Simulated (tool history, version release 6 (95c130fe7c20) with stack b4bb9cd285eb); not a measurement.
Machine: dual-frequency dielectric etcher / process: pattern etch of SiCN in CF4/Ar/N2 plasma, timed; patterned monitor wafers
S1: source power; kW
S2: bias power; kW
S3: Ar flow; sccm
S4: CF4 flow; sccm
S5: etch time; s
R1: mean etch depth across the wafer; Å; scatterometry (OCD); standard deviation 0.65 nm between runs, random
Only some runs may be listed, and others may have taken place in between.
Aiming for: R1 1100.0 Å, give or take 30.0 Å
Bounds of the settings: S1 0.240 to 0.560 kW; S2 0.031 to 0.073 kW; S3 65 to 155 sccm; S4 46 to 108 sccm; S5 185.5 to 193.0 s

| run | day | S1 | S2 | S3 | S4 | S5 | R1 |
|---|---|---|---|---|---|---|---|
| 1 | 0.000 | 0.400 | 0.052 | 110 | 77 | 185.5 | 1313.3 |
| 2 | 0.071 | 0.400 | 0.052 | 110 | 89 | 185.5 | 1355.7 |
| 3 | 0.158 | 0.370 | 0.051 | 110 | 89 | 185.5 | 1250.9 |
| 4 | 0.242 | 0.350 | 0.051 | 110 | 89 | 185.5 | 1193.0 |
| 5 | 0.358 | 0.350 | 0.051 | 122 | 89 | 185.5 | 1172.0 |
| 6 | 0.696 | 0.410 | 0.051 | 122 | 89 | 185.5 | 1327.2 |
| 7 | 0.842 | 0.380 | 0.050 | 122 | 89 | 185.5 | 1240.6 |
| 8 | 1.146 | 0.360 | 0.050 | 122 | 89 | 185.5 | 1169.3 |
| 9 | 1.358 | 0.360 | 0.050 | 122 | 89 | 185.5 | 1190.9 |
| 10 | 1.492 | 0.350 | 0.050 | 122 | 89 | 185.5 | 1164.7 |
| 11 | 1.758 | 0.340 | 0.050 | 122 | 89 | 185.5 | 1132.5 |

Next run, 5 choices. One meets every target within its allowed miss, the rest don't. Which?
| A | 2.025 | 0.350 | 0.050 | 125 | 104 | 189.0 | ? |
| B | 2.025 | 0.330 | 0.058 | 129 | 88 | 186.5 | ? |
| C | 2.025 | 0.350 | 0.050 | 127 | 93 | 190.0 | ? |
| D | 2.025 | 0.290 | 0.051 | 127 | 80 | 192.0 | ? |
| E | 2.025 | 0.340 | 0.045 | 119 | 91 | 189.0 | ? |

| move | R1 |
|---|---|
| A | 1198.3 |
| B | 1165.2 |
| C | 1177.3 |
| D | 1005.6 |
| E | 1101.1 |
A: moves away from the targets compared with the last run
B: moves away from the targets compared with the last run
C: moves away from the targets compared with the last run
D: pushes the last run's worst result past its target
E: every result within its allowed miss
Go with E: it meets all targets.

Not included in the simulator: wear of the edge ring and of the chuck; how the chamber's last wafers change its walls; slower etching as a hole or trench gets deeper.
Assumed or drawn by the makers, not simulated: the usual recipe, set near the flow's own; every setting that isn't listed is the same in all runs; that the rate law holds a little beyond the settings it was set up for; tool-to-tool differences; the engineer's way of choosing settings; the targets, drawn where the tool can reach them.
